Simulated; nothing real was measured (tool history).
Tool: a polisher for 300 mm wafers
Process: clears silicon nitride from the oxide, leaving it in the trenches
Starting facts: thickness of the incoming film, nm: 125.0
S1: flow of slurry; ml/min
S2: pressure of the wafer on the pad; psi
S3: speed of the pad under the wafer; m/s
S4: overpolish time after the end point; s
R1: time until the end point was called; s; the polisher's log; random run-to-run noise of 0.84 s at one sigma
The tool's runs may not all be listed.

run 1 hour=0 | S1=315 S2=2.6 S3=1.02 S4=15 | R1=125.1
run 2 hour=2.6 | S1=315 S2=2.9 S3=1.02 S4=15 | R1=110.81
run 3 hour=7.4 | S1=315 S2=3.1 S3=1.02 S4=15 | R1=107.2
run 4 hour=10.3 | S1=315 S2=3.4 S3=1.02 S4=15 | R1=98.289
run 5 hour=18.2 | S1=375 S2=3.4 S3=1.02 S4=15 | R1=94.919
run 6 hour=25.2 | S1=375 S2=3.5 S3=1.02 S4=15 | R1=94.973
run 7 hour=27.3 | S1=375 S2=3.6 S3=1.02 S4=15 | R1=90.546

Predict the results of run 8:
run 8 hour=32.1 | S1=375 S2=3.7 S3=1.02 S4=15 | R1=?

For run 8 the tool returned R1 88.433 s.

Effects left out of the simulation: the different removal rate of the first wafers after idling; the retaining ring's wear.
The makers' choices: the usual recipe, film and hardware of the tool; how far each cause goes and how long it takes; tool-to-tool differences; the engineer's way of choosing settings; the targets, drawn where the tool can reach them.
